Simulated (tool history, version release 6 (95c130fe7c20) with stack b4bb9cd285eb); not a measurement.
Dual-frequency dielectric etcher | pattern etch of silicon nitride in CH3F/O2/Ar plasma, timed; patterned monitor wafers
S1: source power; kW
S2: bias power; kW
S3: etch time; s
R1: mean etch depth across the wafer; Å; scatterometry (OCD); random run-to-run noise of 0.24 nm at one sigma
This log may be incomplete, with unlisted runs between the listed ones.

run    day    S1     S2  S3      R1
  1      0  0.36  0.096  56   446.1
  2  0.304  0.36  0.096  56  445.45
  3  0.367  0.36  0.111  56  471.34
  4  0.533  0.36  0.111  56  474.08
  5  0.671  0.36  0.111  56   474.2
  6  0.971  0.33  0.109  56  455.36
  7  1.121  0.31  0.108  56  453.09
  8  1.421  0.29  0.104  56  431.29

Run 9, settings as shown, results not yet in. Your forecast:
  9  1.629  0.28  0.103  56   ?

Run 9 measured R1 423.26 Å.
